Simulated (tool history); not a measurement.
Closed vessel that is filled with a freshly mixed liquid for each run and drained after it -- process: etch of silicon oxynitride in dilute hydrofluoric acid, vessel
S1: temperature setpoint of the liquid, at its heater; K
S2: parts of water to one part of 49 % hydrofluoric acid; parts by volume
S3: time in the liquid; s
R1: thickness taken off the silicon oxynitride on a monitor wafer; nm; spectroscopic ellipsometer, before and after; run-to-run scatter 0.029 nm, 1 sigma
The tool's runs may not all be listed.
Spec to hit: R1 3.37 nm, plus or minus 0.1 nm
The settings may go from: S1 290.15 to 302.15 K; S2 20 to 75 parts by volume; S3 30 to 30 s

| run | hour | S1 | S2 | S3 | R1 |
|---|---|---|---|---|---|
| 1 | 0 | 294.15 | 45 | 30 | 1.9206 |
| 2 | 1.3 | 294.15 | 45 | 30 | 1.899 |
| 3 | 4 | 291.65 | 45 | 30 | 1.7175 |
| 4 | 13.2 | 293.65 | 45 | 30 | 1.8648 |
| 5 | 18 | 295.65 | 40 | 30 | 2.3168 |
| 6 | 21.8 | 297.15 | 40 | 30 | 2.5229 |
| 7 | 24.6 | 298.15 | 40 | 30 | 2.6789 |
| 8 | 31.8 | 299.15 | 40 | 30 | 2.7576 |
| 9 | 39.5 | 299.65 | 40 | 30 | 2.8422 |
| 10 | 41.2 | 300.15 | 40 | 30 | 2.9006 |
| 11 | 46.3 | 300.15 | 40 | 30 | 2.9106 |
| 12 | 53.1 | 300.65 | 40 | 30 | 2.9981 |
| 13 | 56.1 | 301.15 | 40 | 30 | 3.0309 |
| 14 | 60 | 301.65 | 40 | 30 | 3.0988 |
| 15 | 66.5 | 302.15 | 40 | 30 | 3.2376 |
| 16 | 71 | 302.15 | 40 | 30 | 3.1988 |
| 17 | 71.8 | 302.15 | 35 | 30 | 3.7064 |

4 next moves are on the table. One of them brings every result within its allowed miss. Which?
| A | 72.6 | 298.15 | 30 | 30 | ? |
| B | 72.6 | 298.65 | 30 | 30 | ? |
| C | 72.6 | 300.65 | 35 | 30 | ? |
| D | 72.6 | 301.65 | 35 | 30 | ? |

| move | R1 |
|---|---|
| A | 3.5757 |
| B | 3.6645 |
| C | 3.4476 |
| D | 3.6166 |
A: closes in on the targets versus the last run, not all within tolerance yet
B: closes in on the targets versus the last run, not all within tolerance yet
C: all results land within tolerance of their targets
D: closes in on the targets versus the last run, not all within tolerance yet
Move C is the one to make.
